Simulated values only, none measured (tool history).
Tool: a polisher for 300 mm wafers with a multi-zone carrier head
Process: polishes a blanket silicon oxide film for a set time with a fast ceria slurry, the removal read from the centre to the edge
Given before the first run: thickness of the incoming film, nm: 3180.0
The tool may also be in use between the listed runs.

run,day,flow of slurry (ml/min),pressure of the head's centre zone,pressure of the head's middle zone,pressure of the head's edge zone,polishing time (s),film removed at the wafer's centre (nm),film removed at mid-radius (nm),film removed at the wafer's edge (nm)
1,0.000,265,1.00,1.00,1.00,76,1062.20,1022.40,1054.70
2,0.100,225,1.00,1.00,1.00,76,1038.50,1012.00,1051.10
3,0.342,285,1.00,1.00,1.00,76,1064.90,1032.70,1064.00
4,0.608,340,1.00,1.00,1.00,76,1093.40,1043.40,1077.50
5,0.904,330,0.98,1.01,0.99,73,1012.10,1036.80,1026.30
6,1.171,375,0.98,1.01,0.99,73,1032.00,1030.50,1046.60
7,1.479,300,0.88,1.00,0.92,51,648.15,693.25,688.08

The next listed run, before its measurement:
8,1.517,300,0.87,1.01,0.93,51,?,?,?

film removed at the wafer's centre (nm): 647.22
film removed at mid-radius (nm): 716.88
film removed at the wafer's edge (nm): 691.59
